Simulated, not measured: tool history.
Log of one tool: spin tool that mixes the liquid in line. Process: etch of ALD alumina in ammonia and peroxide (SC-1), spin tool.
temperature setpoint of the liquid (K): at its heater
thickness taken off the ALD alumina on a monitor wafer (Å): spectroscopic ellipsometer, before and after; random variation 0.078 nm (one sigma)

run,hour,temperature setpoint of the liquid (K),parts of 29 % ammonia solution to one part of 30 % peroxide (parts by volume),time under the liquid (s),thickness taken off the ALD alumina on a monitor wafer (Å)
1,0,331.15,0.65,70,60.991
2,8.1,332.15,0.65,70,63.769
3,13.8,333.15,0.65,70,66.694
4,21,333.15,0.75,70,67.475
5,27.3,333.65,0.75,70,70.72
6,34.1,334.15,0.75,70,70.613
7,36.6,334.65,0.75,70,73.774

Run 8 comes next. What will it give?
8,37.6,335.15,0.75,70,?

Run 8 gave thickness taken off the ALD alumina on a monitor wafer (Å) 75.234.
